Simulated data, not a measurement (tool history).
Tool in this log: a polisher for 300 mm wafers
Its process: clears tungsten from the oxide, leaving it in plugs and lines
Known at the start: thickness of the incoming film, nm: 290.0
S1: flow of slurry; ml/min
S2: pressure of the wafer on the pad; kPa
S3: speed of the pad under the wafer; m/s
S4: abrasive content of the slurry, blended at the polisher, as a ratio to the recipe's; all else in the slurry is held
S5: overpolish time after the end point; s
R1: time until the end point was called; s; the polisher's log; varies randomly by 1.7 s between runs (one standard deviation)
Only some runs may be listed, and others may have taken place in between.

Run 1, hour 0.0: S1 295 ml/min, S2 22.1 kPa, S3 0.94 m/s, S4 1.0, S5 12 s. Result: R1 115.620 s.
Run 2, hour 8.6: S1 295 ml/min, S2 22.1 kPa, S3 0.94 m/s, S4 1.0, S5 12 s. Result: R1 115.160 s.
Run 3, hour 15.5: S1 295 ml/min, S2 21.4 kPa, S3 0.94 m/s, S4 1.0, S5 12 s. Result: R1 118.130 s.
Run 4, hour 17.3: S1 295 ml/min, S2 21.4 kPa, S3 0.94 m/s, S4 1.0, S5 9 s. Result: R1 116.260 s.
Run 5, hour 24.1: S1 295 ml/min, S2 24.8 kPa, S3 0.94 m/s, S4 1.0, S5 9 s. Result: R1 101.740 s.
Run 6, hour 31.9: S1 295 ml/min, S2 24.1 kPa, S3 0.94 m/s, S4 1.0, S5 9 s. Result: R1 103.630 s.
At hour 33.1: slurry tank refilled with fresh slurry and peroxide.
Run 7, hour 33.1: S1 295 ml/min, S2 24.1 kPa, S3 0.94 m/s, S4 1.0, S5 9 s. Result: R1 84.757 s.
Run 8, hour 37.8: S1 295 ml/min, S2 23.4 kPa, S3 0.94 m/s, S4 1.0, S5 9 s. Result: R1 87.386 s.
Run 9, hour 38.3: S1 295 ml/min, S2 22.8 kPa, S3 0.94 m/s, S4 1.0, S5 9 s. Result: R1 89.803 s.

Run 10 is up next; what results do you expect?
Run 10, hour 46.2: S1 295 ml/min, S2 20.7 kPa, S3 0.92 m/s, S4 1.0, S5 9 s. Result: R1 ?.

Logged for run 10: R1 101.280 s.
